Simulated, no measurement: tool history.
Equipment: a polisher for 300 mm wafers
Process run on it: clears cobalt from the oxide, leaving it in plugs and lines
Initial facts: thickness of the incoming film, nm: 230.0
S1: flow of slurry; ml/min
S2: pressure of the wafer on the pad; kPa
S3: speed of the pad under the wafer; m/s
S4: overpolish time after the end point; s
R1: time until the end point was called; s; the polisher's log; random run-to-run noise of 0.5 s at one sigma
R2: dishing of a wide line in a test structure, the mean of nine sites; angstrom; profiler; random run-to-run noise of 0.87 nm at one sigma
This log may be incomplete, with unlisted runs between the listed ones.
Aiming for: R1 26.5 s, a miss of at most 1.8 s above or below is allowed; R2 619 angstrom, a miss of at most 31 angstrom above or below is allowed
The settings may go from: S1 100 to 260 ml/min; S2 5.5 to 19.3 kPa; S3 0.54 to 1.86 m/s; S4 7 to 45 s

run 1 hour=0 | S1=165 S2=12.4 S3=1.18 S4=23 | R1=41.683 R2=565.21
run 2 hour=3.3 | S1=165 S2=13.1 S3=1.2 S4=23 | R1=38.469 R2=577.94
run 3 hour=9.4 | S1=165 S2=13.8 S3=1.2 S4=23 | R1=37.371 R2=581.82
run 4 hour=10.4 | S1=165 S2=14.5 S3=1.22 S4=23 | R1=34.492 R2=589.07
run 5 hour=13.6 | S1=165 S2=15.2 S3=1.22 S4=23 | R1=33.454 R2=592.77
run 6 hour=20.2 | S1=165 S2=15.2 S3=1.22 S4=15 | R1=32.775 R2=524.01
run 7 hour=21.8 | S1=165 S2=15.9 S3=1.24 S4=16 | R1=31.716 R2=548.19
run 8 hour=23 | S1=165 S2=16.5 S3=1.24 S4=17 | R1=29.266 R2=575.54

Next run, 4 choices. One meets every target within its allowed miss, the rest don't. Which?
run A hour=24.2 | S1=170 S2=16.5 S3=1.36 S4=14 | R1=? R2=?
run B hour=24.2 | S1=260 S2=17.9 S3=0.98 S4=43 | R1=? R2=?
run C hour=24.2 | S1=190 S2=17.9 S3=1.08 S4=37 | R1=? R2=?
run D hour=24.2 | S1=185 S2=17.9 S3=1.26 S4=29 | R1=? R2=?

move=A R1=27.292 R2=548.24
move=B R1=33.089 R2=630.23
move=C R1=31.144 R2=627.44
move=D R1=26.905 R2=623.3
A: meets the target for the result that was furthest off, but another lies outside its allowed miss
B: further off than the last run
C: further off than the last run
D: hits every target within its allowed miss
The move that meets every target is D.
